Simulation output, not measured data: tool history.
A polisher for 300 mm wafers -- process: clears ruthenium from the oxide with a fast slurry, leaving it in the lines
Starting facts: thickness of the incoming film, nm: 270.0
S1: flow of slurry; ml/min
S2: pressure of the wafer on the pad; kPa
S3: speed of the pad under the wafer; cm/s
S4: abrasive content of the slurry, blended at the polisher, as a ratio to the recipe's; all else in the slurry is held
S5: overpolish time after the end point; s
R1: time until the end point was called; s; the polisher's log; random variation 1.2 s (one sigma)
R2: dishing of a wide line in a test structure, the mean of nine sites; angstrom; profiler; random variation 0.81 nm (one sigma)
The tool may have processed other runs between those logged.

run,hour,S1,S2,S3,S4,S5,R1,R2
1,0,195,15.2,82,1,22,111.73,312.71
2,2.1,195,15.2,62,1,22,140.55,270.23
3,2.8,195,17.9,64,1,21,115.8,284
4,5.4,195,19.3,68,1,21,102.67,305.6
5,9.7,195,19.3,68,1,16,100.69,257.3
6,12.1,170,19.3,68,1,16,102.65,252.71

What will run 7 give?
7,16.5,170,20.7,70,1,17,?,?

{"run 7": {"R1": 92.255, "R2": 277.73}}
